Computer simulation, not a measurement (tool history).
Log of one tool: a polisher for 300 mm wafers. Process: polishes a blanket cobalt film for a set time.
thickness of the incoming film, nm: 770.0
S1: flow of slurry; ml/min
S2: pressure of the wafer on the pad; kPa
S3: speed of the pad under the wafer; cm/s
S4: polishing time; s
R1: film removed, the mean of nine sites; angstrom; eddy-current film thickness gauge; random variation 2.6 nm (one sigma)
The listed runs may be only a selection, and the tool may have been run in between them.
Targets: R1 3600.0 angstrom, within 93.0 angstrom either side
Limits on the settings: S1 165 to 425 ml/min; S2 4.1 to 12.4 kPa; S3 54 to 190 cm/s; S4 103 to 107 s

run,hour,S1,S2,S3,S4,R1
1,0.0,275,8.3,122,103,3947.6
2,2.0,275,8.3,122,107,4181.4
3,3.3,270,7.6,122,107,3815.3
4,10.5,265,7.6,122,107,3746.0
5,16.2,255,7.6,122,107,3780.8
6,22.9,250,7.6,122,107,3752.5
7,28.8,240,7.6,122,107,3733.6
8,33.8,235,7.6,122,107,3788.5
9,42.3,235,7.6,122,107,3758.7

Which of these 4 next moves meets every target?
A,50.8,235,6.2,166,103,?
B,50.8,240,6.9,144,107,?
C,50.8,205,6.9,152,103,?
D,50.8,295,6.2,144,107,?

move,R1
A,3826.5
B,3918.4
C,3836.7
D,3647.4
A: misses by more than the last run did
B: misses by more than the last run did
C: misses by more than the last run did
D: meets every target
Go with D: it meets all targets.
